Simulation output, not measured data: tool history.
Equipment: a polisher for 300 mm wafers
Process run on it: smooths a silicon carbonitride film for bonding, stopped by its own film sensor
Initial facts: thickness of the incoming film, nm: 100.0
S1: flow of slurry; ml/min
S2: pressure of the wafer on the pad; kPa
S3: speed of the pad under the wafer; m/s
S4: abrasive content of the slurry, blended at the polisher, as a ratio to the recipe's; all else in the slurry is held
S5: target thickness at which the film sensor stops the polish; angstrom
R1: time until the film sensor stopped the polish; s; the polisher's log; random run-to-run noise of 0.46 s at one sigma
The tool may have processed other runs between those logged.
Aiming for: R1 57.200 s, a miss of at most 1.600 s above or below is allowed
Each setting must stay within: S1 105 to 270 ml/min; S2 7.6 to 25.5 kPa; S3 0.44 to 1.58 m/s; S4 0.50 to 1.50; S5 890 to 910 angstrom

{"run": 1, "hour": 0.0, "S1": 175, "S2": 16.5, "S3": 1.0, "S4": 1.0, "S5": 890, "R1": 31.497}
{"run": 2, "hour": 1.0, "S1": 175, "S2": 16.5, "S3": 1.0, "S4": 0.85, "S5": 890, "R1": 33.44}
{"run": 3, "hour": 8.3, "S1": 175, "S2": 15.9, "S3": 1.0, "S4": 0.85, "S5": 890, "R1": 34.401}
{"run": 4, "hour": 10.4, "S1": 175, "S2": 15.9, "S3": 1.0, "S4": 0.85, "S5": 890, "R1": 34.458}
{"run": 5, "hour": 14.0, "S1": 175, "S2": 15.2, "S3": 1.0, "S4": 0.85, "S5": 890, "R1": 36.145}
{"run": 6, "hour": 16.0, "S1": 175, "S2": 15.2, "S3": 1.14, "S4": 0.85, "S5": 890, "R1": 32.428}
{"run": 7, "hour": 20.8, "S1": 175, "S2": 14.5, "S3": 1.12, "S4": 0.85, "S5": 890, "R1": 34.407}
{"run": 8, "hour": 29.2, "S1": 175, "S2": 13.8, "S3": 1.12, "S4": 0.85, "S5": 890, "R1": 35.679}
{"run": 9, "hour": 33.5, "S1": 175, "S2": 13.1, "S3": 1.1, "S4": 0.85, "S5": 890, "R1": 37.965}
{"run": 10, "hour": 37.6, "S1": 175, "S2": 12.4, "S3": 1.1, "S4": 0.85, "S5": 890, "R1": 38.92}
{"run": 11, "hour": 45.2, "S1": 175, "S2": 11.7, "S3": 1.08, "S4": 0.85, "S5": 890, "R1": 41.505}
{"run": 12, "hour": 47.0, "S1": 175, "S2": 11.0, "S3": 1.08, "S4": 0.85, "S5": 890, "R1": 44.292}
{"run": 13, "hour": 52.1, "S1": 175, "S2": 10.3, "S3": 1.08, "S4": 0.85, "S5": 890, "R1": 46.475}
{"run": 14, "hour": 60.9, "S1": 165, "S2": 9.0, "S3": 1.08, "S4": 0.85, "S5": 890, "R1": 51.833}
{"run": 15, "hour": 69.8, "S1": 160, "S2": 9.0, "S3": 1.08, "S4": 0.85, "S5": 890, "R1": 51.882}
{"run": 16, "hour": 73.3, "S1": 155, "S2": 9.0, "S3": 1.08, "S4": 0.85, "S5": 890, "R1": 53.044}

Exactly one of the 4 candidate moves below puts every result within its allowed miss. Which one?
{"run": "A", "hour": 76.8, "S1": 135, "S2": 7.6, "S3": 1.12, "S4": 0.8, "S5": 900, "R1": "?"}
{"run": "B", "hour": 76.8, "S1": 105, "S2": 9.7, "S3": 1.02, "S4": 0.9, "S5": 890, "R1": "?"}
{"run": "C", "hour": 76.8, "S1": 180, "S2": 7.6, "S3": 1.08, "S4": 0.75, "S5": 910, "R1": "?"}
{"run": "D", "hour": 76.8, "S1": 110, "S2": 8.3, "S3": 1.16, "S4": 0.75, "S5": 890, "R1": "?"}

move=A R1=54.103
move=B R1=53.139
move=C R1=49.539
move=D R1=56.809
A: closer than the last run, but not yet in spec
B: about the same distance from the targets as the last run
C: lands further from the targets than the last run did
D: all results land within tolerance of their targets
The right move is D.
